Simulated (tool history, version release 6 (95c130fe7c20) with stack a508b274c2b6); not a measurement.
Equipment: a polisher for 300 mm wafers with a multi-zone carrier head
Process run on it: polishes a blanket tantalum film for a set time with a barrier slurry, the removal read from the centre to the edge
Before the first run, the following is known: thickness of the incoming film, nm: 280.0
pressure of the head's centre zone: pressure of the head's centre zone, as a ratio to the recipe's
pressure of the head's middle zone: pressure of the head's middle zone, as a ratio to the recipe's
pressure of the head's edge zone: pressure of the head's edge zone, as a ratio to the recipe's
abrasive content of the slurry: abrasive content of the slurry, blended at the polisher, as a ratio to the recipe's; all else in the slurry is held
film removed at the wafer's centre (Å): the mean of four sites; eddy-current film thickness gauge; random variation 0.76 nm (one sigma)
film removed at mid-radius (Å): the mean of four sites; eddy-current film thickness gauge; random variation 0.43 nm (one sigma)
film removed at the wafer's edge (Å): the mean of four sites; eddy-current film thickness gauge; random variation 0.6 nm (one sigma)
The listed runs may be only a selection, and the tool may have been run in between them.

run  hour  flow of slurry (ml/min)  pressure of the head's centre zone  pressure of the head's middle zone  pressure of the head's edge zone  abrasive content of the slurry  polishing time (s)  film removed at the wafer's centre (Å)  film removed at mid-radius (Å)  film removed at the wafer's edge (Å)
  1     0                      145                                   1                                   1                                 1                               1                  78                                  1164.5                          1201.4                                  1199
  2   1.4                      145                                   1                                   1                                 1                               1                  71                                  1057.4                          1102.8                                  1086
  3  10.4                      145                                1.08                                   1                                 1                               1                  71                                  1109.6                            1101                                1082.2
  4  12.4                      110                                1.08                                   1                                 1                               1                  71                                  1032.8                          1018.1                                1038.4
  5  14.8                      110                                1.13                                   1                                 1                               1                  71                                  1086.8                          1019.2                                1030.2
  6  23.8                      110                                1.13                                0.93                                 1                               1                  71                                  1112.3                          970.36                                1044.2
  7  32.6                      110                                 1.1                                0.94                              0.98                             0.9                  68                                  997.38                          904.72                                949.43
  8  38.5                      105                                1.06                                0.94                              0.96                            0.85                  66                                  905.73                          852.03                                 887.2
  9  41.8                      105                                1.03                                0.94                              0.94                             0.8                  65                                  849.82                          832.61                                863.75

What does the tool deliver on the next run?
 10  50.1                      105                                1.01                                0.94                              0.93                            0.75                  64                                       ?                               ?                                     ?

{"run 10": {"film removed at the wafer's centre (Å)": 817.4, "film removed at mid-radius (Å)": 802.04, "film removed at the wafer's edge (Å)": 831.8}}
